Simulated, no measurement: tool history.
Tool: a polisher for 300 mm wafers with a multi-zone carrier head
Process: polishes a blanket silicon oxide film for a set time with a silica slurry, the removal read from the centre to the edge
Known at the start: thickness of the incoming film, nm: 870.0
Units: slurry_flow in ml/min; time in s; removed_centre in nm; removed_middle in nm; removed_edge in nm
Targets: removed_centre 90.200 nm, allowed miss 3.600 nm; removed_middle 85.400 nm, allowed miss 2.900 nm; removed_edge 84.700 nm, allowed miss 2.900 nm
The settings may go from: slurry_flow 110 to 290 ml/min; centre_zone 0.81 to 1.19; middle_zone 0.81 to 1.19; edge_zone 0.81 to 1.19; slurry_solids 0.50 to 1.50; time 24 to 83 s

run 1 hour=0.0 | slurry_flow=185 centre_zone=1.00 middle_zone=1.00 edge_zone=1.00 slurry_solids=1.00 time=53 | removed_centre=144.200 removed_middle=145.410 removed_edge=152.790
run 2 hour=3.2 | slurry_flow=185 centre_zone=1.00 middle_zone=1.04 edge_zone=1.00 slurry_solids=1.00 time=53 | removed_centre=142.180 removed_middle=151.200 removed_edge=154.950
run 3 hour=6.8 | slurry_flow=165 centre_zone=1.00 middle_zone=1.04 edge_zone=1.00 slurry_solids=1.00 time=53 | removed_centre=139.750 removed_middle=148.770 removed_edge=148.850
run 4 hour=15.6 | slurry_flow=165 centre_zone=1.00 middle_zone=0.97 edge_zone=1.00 slurry_solids=1.00 time=53 | removed_centre=140.870 removed_middle=141.190 removed_edge=152.350
run 5 hour=17.1 | slurry_flow=160 centre_zone=1.01 middle_zone=0.97 edge_zone=0.98 slurry_solids=0.90 time=51 | removed_centre=129.760 removed_middle=127.750 removed_edge=136.770
run 6 hour=18.5 | slurry_flow=160 centre_zone=1.01 middle_zone=1.02 edge_zone=0.98 slurry_solids=0.90 time=51 | removed_centre=129.740 removed_middle=133.940 removed_edge=139.270
run 7 hour=25.6 | slurry_flow=160 centre_zone=1.01 middle_zone=1.02 edge_zone=0.98 slurry_solids=0.90 time=51 | removed_centre=130.700 removed_middle=132.480 removed_edge=137.330
run 8 hour=33.4 | slurry_flow=170 centre_zone=1.06 middle_zone=0.99 edge_zone=0.88 slurry_solids=0.65 time=36 | removed_centre=84.469 removed_middle=80.815 removed_edge=81.277
run 9 hour=35.8 | slurry_flow=175 centre_zone=1.07 middle_zone=0.99 edge_zone=0.89 slurry_solids=0.65 time=36 | removed_centre=85.426 removed_middle=82.239 removed_edge=81.613
run 10 hour=41.8 | slurry_flow=180 centre_zone=1.07 middle_zone=0.99 edge_zone=0.90 slurry_solids=0.65 time=36 | removed_centre=85.050 removed_middle=81.464 removed_edge=82.016
run 11 hour=43.8 | slurry_flow=180 centre_zone=1.08 middle_zone=0.99 edge_zone=0.90 slurry_solids=0.65 time=36 | removed_centre=86.707 removed_middle=80.767 removed_edge=81.960

5 next moves are on the table. One of them brings every result within its allowed miss. Which?
run A hour=45.8 | slurry_flow=190 centre_zone=1.04 middle_zone=1.04 edge_zone=0.91 slurry_solids=0.55 time=36 | removed_centre=? removed_middle=? removed_edge=?
run B hour=45.8 | slurry_flow=220 centre_zone=1.08 middle_zone=1.01 edge_zone=0.91 slurry_solids=0.75 time=34 | removed_centre=? removed_middle=? removed_edge=?
run C hour=45.8 | slurry_flow=210 centre_zone=0.89 middle_zone=1.01 edge_zone=0.88 slurry_solids=0.70 time=37 | removed_centre=? removed_middle=? removed_edge=?
run D hour=45.8 | slurry_flow=145 centre_zone=1.02 middle_zone=0.91 edge_zone=1.00 slurry_solids=0.60 time=38 | removed_centre=? removed_middle=? removed_edge=?
run E hour=45.8 | slurry_flow=175 centre_zone=1.10 middle_zone=0.91 edge_zone=0.81 slurry_solids=0.50 time=42 | removed_centre=? removed_middle=? removed_edge=?

move=A removed_centre=79.368 removed_middle=77.923 removed_edge=75.803
move=B removed_centre=92.145 removed_middle=84.762 removed_edge=84.137
move=C removed_centre=79.452 removed_middle=88.925 removed_edge=86.923
move=D removed_centre=81.318 removed_middle=73.256 removed_edge=84.682
move=E removed_centre=92.078 removed_middle=76.556 removed_edge=79.355
A: further off than the last run
B: meets every target
C: takes the result that was furthest off past its target
D: further off than the last run
E: further off than the last run
Answer: B
